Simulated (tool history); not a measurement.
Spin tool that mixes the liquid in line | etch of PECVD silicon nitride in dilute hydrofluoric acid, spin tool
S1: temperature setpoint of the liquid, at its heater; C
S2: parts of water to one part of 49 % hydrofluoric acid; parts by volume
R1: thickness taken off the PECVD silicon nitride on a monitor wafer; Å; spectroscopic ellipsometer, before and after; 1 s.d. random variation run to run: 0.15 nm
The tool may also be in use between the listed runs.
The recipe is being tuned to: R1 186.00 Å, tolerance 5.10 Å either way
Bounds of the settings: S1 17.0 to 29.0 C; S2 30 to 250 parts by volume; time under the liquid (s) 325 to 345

Run 1, hour 0.0: S1 21.0 C, S2 140 parts by volume, time under the liquid (s) 325. Result: R1 104.75 Å.
Run 2, hour 5.8: S1 23.5 C, S2 135 parts by volume, time under the liquid (s) 325. Result: R1 128.21 Å.
Run 3, hour 13.5: S1 25.0 C, S2 135 parts by volume, time under the liquid (s) 325. Result: R1 141.85 Å.
Run 4, hour 16.4: S1 26.0 C, S2 135 parts by volume, time under the liquid (s) 325. Result: R1 148.78 Å.
Run 5, hour 18.3: S1 24.5 C, S2 135 parts by volume, time under the liquid (s) 325. Result: R1 136.39 Å.
Run 6, hour 24.8: S1 22.5 C, S2 135 parts by volume, time under the liquid (s) 325. Result: R1 118.66 Å.
Run 7, hour 33.3: S1 24.5 C, S2 135 parts by volume, time under the liquid (s) 325. Result: R1 136.48 Å.
Run 8, hour 41.3: S1 26.0 C, S2 135 parts by volume, time under the liquid (s) 325. Result: R1 149.48 Å.
Run 9, hour 45.3: S1 27.0 C, S2 135 parts by volume, time under the liquid (s) 325. Result: R1 161.00 Å.
Run 10, hour 52.9: S1 27.5 C, S2 135 parts by volume, time under the liquid (s) 325. Result: R1 164.53 Å.
Run 11, hour 54.3: S1 28.0 C, S2 135 parts by volume, time under the liquid (s) 325. Result: R1 170.25 Å.

5 candidate next runs follow, results not yet known. Just one meets every target within its allowed miss. Identify it.
Run A, hour 55.7: S1 29.0 C, S2 140 parts by volume, time under the liquid (s) 345. Result: R1 ?.
Run B, hour 55.7: S1 29.0 C, S2 145 parts by volume, time under the liquid (s) 340. Result: R1 ?.
Run C, hour 55.7: S1 28.0 C, S2 140 parts by volume, time under the liquid (s) 345. Result: R1 ?.
Run D, hour 55.7: S1 27.5 C, S2 140 parts by volume, time under the liquid (s) 330. Result: R1 ?.
Run E, hour 55.7: S1 26.0 C, S2 120 parts by volume, time under the liquid (s) 340. Result: R1 ?.

move      R1
   A  185.94
   B  176.87
   C  174.71
   D  161.96
   E  176.94
A: all results land within tolerance of their targets
B: nearer the targets than the last run, but a result is still out of spec
C: nearer the targets than the last run, but a result is still out of spec
D: misses by more than the last run did
E: nearer the targets than the last run, but a result is still out of spec
The right move is A.

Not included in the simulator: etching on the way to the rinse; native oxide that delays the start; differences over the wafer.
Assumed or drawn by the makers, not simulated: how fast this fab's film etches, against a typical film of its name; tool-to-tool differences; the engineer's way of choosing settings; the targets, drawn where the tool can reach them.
